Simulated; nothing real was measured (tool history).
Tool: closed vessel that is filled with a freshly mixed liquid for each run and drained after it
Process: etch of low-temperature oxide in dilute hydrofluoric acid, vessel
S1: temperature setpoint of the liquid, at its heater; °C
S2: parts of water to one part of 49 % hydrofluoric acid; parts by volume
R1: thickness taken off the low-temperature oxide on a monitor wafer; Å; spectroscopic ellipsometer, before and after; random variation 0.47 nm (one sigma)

Run 1, hour 0: S1 22 °C, S2 165 parts by volume, time in the liquid (s) 1150. Result: R1 982.35 Å.
Run 2, hour 1: S1 22 °C, S2 165 parts by volume, time in the liquid (s) 1225. Result: R1 1046 Å.
Run 3, hour 2: S1 21.5 °C, S2 165 parts by volume, time in the liquid (s) 1225. Result: R1 1015.4 Å.
Run 4, hour 3.1: S1 24.5 °C, S2 165 parts by volume, time in the liquid (s) 1225. Result: R1 1155.1 Å.
Run 5, hour 6.7: S1 23.5 °C, S2 165 parts by volume, time in the liquid (s) 1225. Result: R1 1108.8 Å.
Run 6, hour 7.4: S1 23 °C, S2 165 parts by volume, time in the liquid (s) 1225. Result: R1 1081.1 Å.

Run 7 comes next. What will it give?
Run 7, hour 10.8: S1 22.5 °C, S2 165 parts by volume, time in the liquid (s) 1225. Result: R1 ?.

Run 7 gave R1 1072.4 Å.

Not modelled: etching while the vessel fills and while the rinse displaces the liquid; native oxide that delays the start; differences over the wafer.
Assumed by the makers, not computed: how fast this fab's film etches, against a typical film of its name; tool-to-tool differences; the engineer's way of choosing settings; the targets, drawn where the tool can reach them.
